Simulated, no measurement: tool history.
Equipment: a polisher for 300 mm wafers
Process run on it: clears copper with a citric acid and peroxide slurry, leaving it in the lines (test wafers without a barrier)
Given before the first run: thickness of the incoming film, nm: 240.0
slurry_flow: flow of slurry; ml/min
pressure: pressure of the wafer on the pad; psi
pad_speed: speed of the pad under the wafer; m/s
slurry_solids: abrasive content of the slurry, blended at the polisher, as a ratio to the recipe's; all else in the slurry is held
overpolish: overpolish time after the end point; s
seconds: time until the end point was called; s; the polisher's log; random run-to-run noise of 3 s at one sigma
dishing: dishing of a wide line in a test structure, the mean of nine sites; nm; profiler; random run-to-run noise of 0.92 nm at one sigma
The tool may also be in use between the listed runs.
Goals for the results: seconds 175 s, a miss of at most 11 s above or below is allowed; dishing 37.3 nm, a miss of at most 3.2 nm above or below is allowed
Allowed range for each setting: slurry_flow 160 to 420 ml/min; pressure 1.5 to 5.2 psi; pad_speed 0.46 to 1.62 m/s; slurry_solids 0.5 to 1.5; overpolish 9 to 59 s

| run | hour | slurry_flow | pressure | pad_speed | slurry_solids | overpolish | seconds | dishing |
|---|---|---|---|---|---|---|---|---|
| 1 | 0 | 270 | 3.3 | 1.04 | 1 | 30 | 102.73 | 36.899 |
| 2 | 7.7 | 270 | 3 | 1.02 | 1 | 33 | 112.18 | 36.951 |
| 3 | 11 | 270 | 3 | 1.02 | 1 | 42 | 113.39 | 41.476 |
| 4 | 13.8 | 270 | 2.8 | 1.02 | 1 | 44 | 116.49 | 41.847 |
| 5 | 22.3 | 270 | 2.6 | 1 | 1 | 45 | 127.35 | 42.053 |
| 6 | 29.7 | 270 | 2.6 | 1 | 1.2 | 45 | 126.36 | 40.031 |
| 7 | 37.5 | 270 | 2.4 | 1 | 1.2 | 46 | 127.73 | 39.744 |
| 8 | 39.4 | 270 | 2.3 | 0.98 | 1.2 | 47 | 131.83 | 38.77 |
| 9 | 45.8 | 270 | 2.2 | 0.96 | 1.2 | 49 | 145.4 | 39.109 |

Exercise: of the 5 proposed moves below, exactly one satisfies all targets within the stated allowed misses. Which move is it?
| A | 52.2 | 255 | 2.4 | 0.74 | 1.25 | 38 | ? | ? |
| B | 52.2 | 305 | 2.7 | 0.66 | 1.3 | 51 | ? | ? |
| C | 52.2 | 255 | 2.2 | 1.12 | 1.35 | 40 | ? | ? |
| D | 52.2 | 265 | 1.9 | 0.98 | 1.2 | 34 | ? | ? |
| E | 52.2 | 260 | 2.6 | 0.8 | 1.2 | 46 | ? | ? |

| move | seconds | dishing |
|---|---|---|
| A | 173.57 | 32.553 |
| B | 173.04 | 38.863 |
| C | 122.59 | 40.261 |
| D | 157.98 | 31.859 |
| E | 152.67 | 39.148 |
A: brings the last run's worst result on target, with another outside its allowed miss
B: meets every target
C: misses by more than the last run did
D: moves toward the targets from the last run without getting all of them in spec
E: moves toward the targets from the last run without getting all of them in spec
Answer: B
